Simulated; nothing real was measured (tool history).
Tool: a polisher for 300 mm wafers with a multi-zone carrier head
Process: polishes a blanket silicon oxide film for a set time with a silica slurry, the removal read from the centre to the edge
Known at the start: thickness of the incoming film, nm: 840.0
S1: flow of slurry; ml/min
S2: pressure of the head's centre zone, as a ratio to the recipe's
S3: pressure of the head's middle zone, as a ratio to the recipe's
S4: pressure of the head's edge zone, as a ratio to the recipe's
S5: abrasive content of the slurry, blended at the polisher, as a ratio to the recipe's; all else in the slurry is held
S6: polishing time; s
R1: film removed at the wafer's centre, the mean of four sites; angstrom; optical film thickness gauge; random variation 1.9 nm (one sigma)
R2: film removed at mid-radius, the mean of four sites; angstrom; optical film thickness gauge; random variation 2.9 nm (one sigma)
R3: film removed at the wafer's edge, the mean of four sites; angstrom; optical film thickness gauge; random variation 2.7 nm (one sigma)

Run 1, hour 0: S1 210 ml/min, S2 1, S3 1, S4 1, S5 1, S6 75 s. Result: R1 1483.1 angstrom, R2 1547.7 angstrom, R3 1480.2 angstrom.
Run 2, hour 8.3: S1 215 ml/min, S2 1, S3 1.01, S4 1.03, S5 1.15, S6 77 s. Result: R1 1647.6 angstrom, R2 1675.5 angstrom, R3 1622.7 angstrom.
Run 3, hour 12.8: S1 215 ml/min, S2 1, S3 1.01, S4 1.03, S5 1.1, S6 77 s. Result: R1 1570.7 angstrom, R2 1649.8 angstrom, R3 1658.3 angstrom.
Run 4, hour 16.4: S1 225 ml/min, S2 1.02, S3 1.05, S4 1.05, S5 1.2, S6 78 s. Result: R1 1725.9 angstrom, R2 1800.9 angstrom, R3 1761.6 angstrom.
Run 5, hour 18.9: S1 235 ml/min, S2 1.03, S3 1.08, S4 1.07, S5 1.25, S6 79 s. Result: R1 1793.4 angstrom, R2 1906.3 angstrom, R3 1838.9 angstrom.
Run 6, hour 24.6: S1 235 ml/min, S2 1.03, S3 1.08, S4 1.07, S5 1.05, S6 79 s. Result: R1 1639.8 angstrom, R2 1748.8 angstrom, R3 1717.3 angstrom.
Run 7, hour 33.5: S1 240 ml/min, S2 1.04, S3 1.1, S4 1.09, S5 1.15, S6 80 s. Result: R1 1771.6 angstrom, R2 1894.8 angstrom, R3 1798 angstrom.
Run 8, hour 39.7: S1 245 ml/min, S2 1.03, S3 1.1, S4 1.11, S5 1.25, S6 81 s. Result: R1 1843.8 angstrom, R2 2030.6 angstrom, R3 1961.5 angstrom.
Run 9, hour 48.2: S1 255 ml/min, S2 1.04, S3 1.11, S4 1.13, S5 1.3, S6 81 s. Result: R1 1906.9 angstrom, R2 2106.5 angstrom, R3 1962.7 angstrom.
Run 10, hour 49.3: S1 240 ml/min, S2 1.04, S3 1.1, S4 1.14, S5 1.35, S6 82 s. Result: R1 1926.9 angstrom, R2 2128.6 angstrom, R3 2024.1 angstrom.
Run 11, hour 53.4: S1 250 ml/min, S2 1.04, S3 1.09, S4 1.15, S5 1.4, S6 82 s. Result: R1 1961.6 angstrom, R2 2122.9 angstrom, R3 2051.8 angstrom.
Run 12, hour 61: S1 250 ml/min, S2 1.04, S3 1.09, S4 1.16, S5 1.45, S6 83 s. Result: R1 2066.8 angstrom, R2 2191.5 angstrom, R3 2161.6 angstrom.

Forecast run 13:
Run 13, hour 63.9: S1 250 ml/min, S2 1.04, S3 1.1, S4 1.16, S5 1.45, S6 83 s. Result: R1 ?, R2 ?, R3 ?.

Run 13 gave R1 2021.8 angstrom, R2 2230.9 angstrom, R3 2140 angstrom.
